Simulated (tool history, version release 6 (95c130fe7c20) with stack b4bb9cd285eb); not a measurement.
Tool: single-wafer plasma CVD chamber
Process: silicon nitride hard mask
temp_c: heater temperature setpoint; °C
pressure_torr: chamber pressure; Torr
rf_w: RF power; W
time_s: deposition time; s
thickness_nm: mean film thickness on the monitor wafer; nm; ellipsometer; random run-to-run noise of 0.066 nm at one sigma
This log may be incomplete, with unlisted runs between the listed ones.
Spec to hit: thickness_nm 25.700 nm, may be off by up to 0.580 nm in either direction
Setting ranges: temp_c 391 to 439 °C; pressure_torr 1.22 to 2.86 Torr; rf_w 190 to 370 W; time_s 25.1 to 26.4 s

| run | hour | temp_c | pressure_torr | rf_w | time_s | thickness_nm |
|---|---|---|---|---|---|---|
| 1 | 0.0 | 415 | 2.04 | 280 | 26.4 | 31.001 |
| 2 | 4.8 | 415 | 1.91 | 270 | 26.3 | 29.588 |
| 3 | 6.8 | 415 | 1.79 | 260 | 26.2 | 28.137 |
| 4 | 14.3 | 415 | 1.68 | 255 | 26.2 | 27.374 |
| 5 | 14.9 | 415 | 1.61 | 255 | 26.2 | 27.060 |
| 6 | 18.4 | 415 | 1.55 | 255 | 26.2 | 26.900 |
| 7 | 19.0 | 415 | 1.50 | 255 | 26.2 | 26.597 |
| 8 | 25.7 | 415 | 1.46 | 255 | 26.2 | 26.616 |
| 9 | 32.8 | 415 | 1.42 | 255 | 26.2 | 26.359 |

Consider the 5 candidate settings below. Which is the only one whose results all fall within their allowed miss of target?
| A | 39.9 | 402 | 1.71 | 270 | 25.1 | ? |
| B | 39.9 | 415 | 1.34 | 280 | 25.4 | ? |
| C | 39.9 | 413 | 1.53 | 255 | 26.4 | ? |
| D | 39.9 | 419 | 1.49 | 280 | 25.1 | ? |
| E | 39.9 | 414 | 1.44 | 240 | 26.4 | ? |

| move | thickness_nm |
|---|---|
| A | 27.609 |
| B | 26.989 |
| C | 27.008 |
| D | 27.291 |
| E | 25.436 |
A: further off than the last run
B: further off than the last run
C: further off than the last run
D: further off than the last run
E: every result within its allowed miss
So the answer is move E, the one that meets all the targets.
